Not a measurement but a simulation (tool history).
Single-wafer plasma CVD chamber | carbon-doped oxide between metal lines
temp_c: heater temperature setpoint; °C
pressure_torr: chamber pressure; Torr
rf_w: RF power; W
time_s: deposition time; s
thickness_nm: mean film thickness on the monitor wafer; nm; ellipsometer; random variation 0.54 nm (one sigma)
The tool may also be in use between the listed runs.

run 1 hour=0.0 | temp_c=360 pressure_torr=6.67 rf_w=540 time_s=25.1 | thickness_nm=128.12
run 2 hour=7.4 | temp_c=362 pressure_torr=6.54 rf_w=510 time_s=25.1 | thickness_nm=123.04
run 3 hour=12.8 | temp_c=362 pressure_torr=7.00 rf_w=510 time_s=25.1 | thickness_nm=125.27
run 4 hour=18.0 | temp_c=363 pressure_torr=6.57 rf_w=490 time_s=25.1 | thickness_nm=120.89
run 5 hour=20.4 | temp_c=363 pressure_torr=7.19 rf_w=490 time_s=25.1 | thickness_nm=121.87
run 6 hour=21.0 | temp_c=363 pressure_torr=7.19 rf_w=490 time_s=25.1 | thickness_nm=123.64
run 7 hour=22.5 | temp_c=364 pressure_torr=6.71 rf_w=475 time_s=25.1 | thickness_nm=118.49

Run 8 comes next. What will it give?
run 8 hour=24.9 | temp_c=365 pressure_torr=6.34 rf_w=465 time_s=25.1 | thickness_nm=?

thickness_nm: 118.06 nm
